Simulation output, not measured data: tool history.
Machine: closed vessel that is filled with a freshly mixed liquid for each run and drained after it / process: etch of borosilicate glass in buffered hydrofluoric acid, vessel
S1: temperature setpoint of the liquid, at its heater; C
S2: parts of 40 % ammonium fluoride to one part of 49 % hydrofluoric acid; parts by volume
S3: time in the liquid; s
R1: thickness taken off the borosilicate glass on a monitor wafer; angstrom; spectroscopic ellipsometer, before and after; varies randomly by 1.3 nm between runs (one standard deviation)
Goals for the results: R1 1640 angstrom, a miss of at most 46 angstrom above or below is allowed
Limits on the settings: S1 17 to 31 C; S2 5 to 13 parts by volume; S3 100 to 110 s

| run | hour | S1 | S2 | S3 | R1 |
|---|---|---|---|---|---|
| 1 | 0 | 23 | 8 | 100 | 1354.5 |
| 2 | 5.4 | 23.5 | 8 | 100 | 1359.9 |
| 3 | 11.7 | 24.5 | 8 | 100 | 1458.3 |
| 4 | 13.8 | 24.5 | 6 | 100 | 1918.6 |
| 5 | 22.3 | 24 | 6 | 100 | 1873.6 |
| 6 | 25.5 | 24 | 6 | 110 | 2051.9 |
| 7 | 32.9 | 23 | 6 | 110 | 1966 |
| 8 | 40 | 23 | 6 | 110 | 1947.5 |

Which single option among these 5 for the next run brings every result within its allowed miss of target? Just one does.
| A | 47.1 | 21.5 | 6.5 | 100 | ? |
| B | 47.1 | 20.5 | 6 | 100 | ? |
| C | 47.1 | 22.5 | 7 | 110 | ? |
| D | 47.1 | 20 | 6.5 | 110 | ? |
| E | 47.1 | 19.5 | 6.5 | 110 | ? |

| move | R1 |
|---|---|
| A | 1527.8 |
| B | 1555.8 |
| C | 1659.3 |
| D | 1549.4 |
| E | 1507.8 |
A: the result that was furthest off in the last run now lies on the other side of its target
B: the result that was furthest off in the last run now lies on the other side of its target
C: each result inside its tolerance
D: the result that was furthest off in the last run now lies on the other side of its target
E: the result that was furthest off in the last run now lies on the other side of its target
The move that meets every target is C.
